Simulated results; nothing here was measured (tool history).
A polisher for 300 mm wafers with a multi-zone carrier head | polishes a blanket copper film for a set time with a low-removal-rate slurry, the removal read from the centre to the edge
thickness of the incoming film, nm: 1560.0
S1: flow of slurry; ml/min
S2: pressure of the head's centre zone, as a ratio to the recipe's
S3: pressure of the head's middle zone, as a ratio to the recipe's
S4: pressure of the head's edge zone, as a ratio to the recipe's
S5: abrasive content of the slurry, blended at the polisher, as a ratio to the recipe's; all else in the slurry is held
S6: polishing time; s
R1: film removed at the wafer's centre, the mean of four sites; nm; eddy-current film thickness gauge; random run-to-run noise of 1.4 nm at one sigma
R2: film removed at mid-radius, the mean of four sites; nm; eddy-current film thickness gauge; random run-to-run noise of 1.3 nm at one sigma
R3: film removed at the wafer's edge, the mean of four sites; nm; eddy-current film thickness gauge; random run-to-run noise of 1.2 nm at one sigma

| run | day | S1 | S2 | S3 | S4 | S5 | S6 | R1 | R2 | R3 |
|---|---|---|---|---|---|---|---|---|---|---|
| 1 | 0 | 290 | 1 | 1 | 1 | 1 | 47 | 86.753 | 87.022 | 83.321 |
| 2 | 0.262 | 260 | 1 | 1 | 1 | 1 | 47 | 84.02 | 84.726 | 83.34 |
| 3 | 0.579 | 265 | 1.03 | 1 | 1.01 | 1.05 | 47 | 88.947 | 85.031 | 84.736 |
| 4 | 0.875 | 275 | 1.05 | 1.01 | 1.02 | 1.1 | 47 | 89.13 | 86.875 | 86.467 |
| 5 | 1.058 | 285 | 1.07 | 1.01 | 1.01 | 1.15 | 48 | 95.895 | 89.41 | 88.048 |
| 6 | 1.304 | 285 | 1.11 | 1.01 | 1.01 | 1.15 | 48 | 98.443 | 90.019 | 87.978 |
| 7 | 1.446 | 285 | 1.11 | 1.01 | 1.01 | 1.15 | 48 | 99.969 | 91.437 | 90.148 |
| 8 | 1.662 | 290 | 1.12 | 1.01 | 1.01 | 1.2 | 48 | 103.62 | 90.225 | 87.57 |
| 9 | 1.812 | 290 | 1.13 | 1.02 | 1.02 | 1.2 | 48 | 102.71 | 92.386 | 90.043 |
| 10 | 1.979 | 295 | 1.14 | 1.02 | 1.03 | 1.25 | 48 | 104.71 | 92.164 | 92.101 |

Forecast run 11:
| 11 | 2.033 | 300 | 1.15 | 1.03 | 1.03 | 1.3 | 48 | ? | ? | ? |

{"run 11": {"R1": 104.64, "R2": 96.585, "R3": 91.793}}

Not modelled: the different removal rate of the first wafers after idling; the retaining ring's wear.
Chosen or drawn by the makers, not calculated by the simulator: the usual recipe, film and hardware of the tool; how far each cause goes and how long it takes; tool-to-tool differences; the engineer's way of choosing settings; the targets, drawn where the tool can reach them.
